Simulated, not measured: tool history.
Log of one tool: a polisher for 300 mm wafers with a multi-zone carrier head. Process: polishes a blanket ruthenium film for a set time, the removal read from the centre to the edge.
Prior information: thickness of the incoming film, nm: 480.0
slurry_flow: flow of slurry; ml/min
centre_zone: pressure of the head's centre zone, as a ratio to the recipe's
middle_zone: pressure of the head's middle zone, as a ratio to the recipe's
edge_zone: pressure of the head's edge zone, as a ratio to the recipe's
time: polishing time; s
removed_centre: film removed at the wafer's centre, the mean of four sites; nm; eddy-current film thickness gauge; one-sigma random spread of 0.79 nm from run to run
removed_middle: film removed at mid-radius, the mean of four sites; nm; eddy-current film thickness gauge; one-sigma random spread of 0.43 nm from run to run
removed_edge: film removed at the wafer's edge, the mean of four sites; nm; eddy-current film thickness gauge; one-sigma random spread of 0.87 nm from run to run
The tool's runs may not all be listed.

Run 1, day 0: slurry_flow 165 ml/min, centre_zone 1, middle_zone 1, edge_zone 1, time 52 s. Result: removed_centre 80.795 nm, removed_middle 78.996 nm, removed_edge 80.55 nm.
Run 2, day 0.162: slurry_flow 145 ml/min, centre_zone 1, middle_zone 1, edge_zone 1, time 52 s. Result: removed_centre 77.837 nm, removed_middle 77.072 nm, removed_edge 78.062 nm.
Run 3, day 0.425: slurry_flow 170 ml/min, centre_zone 1, middle_zone 1, edge_zone 1, time 52 s. Result: removed_centre 81.006 nm, removed_middle 79.643 nm, removed_edge 81.8 nm.
Run 4, day 0.725: slurry_flow 160 ml/min, centre_zone 0.99, middle_zone 0.98, edge_zone 0.98, time 52 s. Result: removed_centre 79.841 nm, removed_middle 77.663 nm, removed_edge 78.803 nm.
Run 5, day 1.1: slurry_flow 150 ml/min, centre_zone 0.98, middle_zone 0.96, edge_zone 0.97, time 52 s. Result: removed_centre 75.073 nm, removed_middle 75.477 nm, removed_edge 77.746 nm.
Run 6, day 1.442: slurry_flow 145 ml/min, centre_zone 0.98, middle_zone 0.94, edge_zone 0.95, time 52 s. Result: removed_centre 76.503 nm, removed_middle 73.702 nm, removed_edge 75.943 nm.
Run 7, day 1.658: slurry_flow 140 ml/min, centre_zone 0.97, middle_zone 0.93, edge_zone 0.94, time 52 s. Result: removed_centre 74.475 nm, removed_middle 72.905 nm, removed_edge 74.832 nm.
Run 8, day 1.842: slurry_flow 110 ml/min, centre_zone 0.93, middle_zone 0.83, edge_zone 0.84, time 50 s. Result: removed_centre 64.985 nm, removed_middle 61.058 nm, removed_edge 67.018 nm.
Run 9, day 2.125: slurry_flow 115 ml/min, centre_zone 0.93, middle_zone 0.84, edge_zone 0.84, time 50 s. Result: removed_centre 68.245 nm, removed_middle 61.355 nm, removed_edge 68.614 nm.

The next listed run, before its measurement:
Run 10, day 2.238: slurry_flow 115 ml/min, centre_zone 0.93, middle_zone 0.84, edge_zone 0.84, time 50 s. Result: removed_centre ?, removed_middle ?, removed_edge ?.

{"run 10": {"removed_centre": 64.993, "removed_middle": 61.945, "removed_edge": 68.108}}
